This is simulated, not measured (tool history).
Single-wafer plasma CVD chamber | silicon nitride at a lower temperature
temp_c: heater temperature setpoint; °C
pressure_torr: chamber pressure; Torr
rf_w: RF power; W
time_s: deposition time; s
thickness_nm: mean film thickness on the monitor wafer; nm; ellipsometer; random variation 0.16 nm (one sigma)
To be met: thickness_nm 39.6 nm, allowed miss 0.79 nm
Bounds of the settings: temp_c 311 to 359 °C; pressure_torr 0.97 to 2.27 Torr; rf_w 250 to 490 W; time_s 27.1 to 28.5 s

run 1 hour=0 | temp_c=335 pressure_torr=1.62 rf_w=370 time_s=28.5 | thickness_nm=35.291
run 2 hour=3.4 | temp_c=335 pressure_torr=1.67 rf_w=370 time_s=28.5 | thickness_nm=35.972
run 3 hour=8.3 | temp_c=335 pressure_torr=1.67 rf_w=370 time_s=27.1 | thickness_nm=34.235
run 4 hour=16 | temp_c=341 pressure_torr=1.67 rf_w=370 time_s=27.1 | thickness_nm=34.069
run 5 hour=24.1 | temp_c=341 pressure_torr=1.73 rf_w=375 time_s=27.1 | thickness_nm=34.495
run 6 hour=29 | temp_c=341 pressure_torr=1.78 rf_w=380 time_s=27.1 | thickness_nm=35.035
run 7 hour=38 | temp_c=341 pressure_torr=1.83 rf_w=385 time_s=27.1 | thickness_nm=35.463
run 8 hour=39.5 | temp_c=341 pressure_torr=1.87 rf_w=390 time_s=27.1 | thickness_nm=35.94
run 9 hour=44.2 | temp_c=341 pressure_torr=1.9 rf_w=395 time_s=27.1 | thickness_nm=36.317
run 10 hour=46.4 | temp_c=341 pressure_torr=1.93 rf_w=400 time_s=27.1 | thickness_nm=36.461

Which of these 5 next moves meets every target?
run A hour=48.6 | temp_c=331 pressure_torr=2.06 rf_w=415 time_s=28.2 | thickness_nm=?
run B hour=48.6 | temp_c=348 pressure_torr=2.21 rf_w=435 time_s=28.5 | thickness_nm=?
run C hour=48.6 | temp_c=345 pressure_torr=2.26 rf_w=430 time_s=28.5 | thickness_nm=?
run D hour=48.6 | temp_c=338 pressure_torr=1.99 rf_w=415 time_s=27.1 | thickness_nm=?
run E hour=48.6 | temp_c=334 pressure_torr=2.15 rf_w=445 time_s=28 | thickness_nm=?

move=A thickness_nm=39.578
move=B thickness_nm=41.381
move=C thickness_nm=41.357
move=D thickness_nm=37.663
move=E thickness_nm=41.135
A: meets every target
B: takes the result that was furthest off past its target
C: takes the result that was furthest off past its target
D: nearer than the last run, and not there yet
E: takes the result that was furthest off past its target
Answer: A
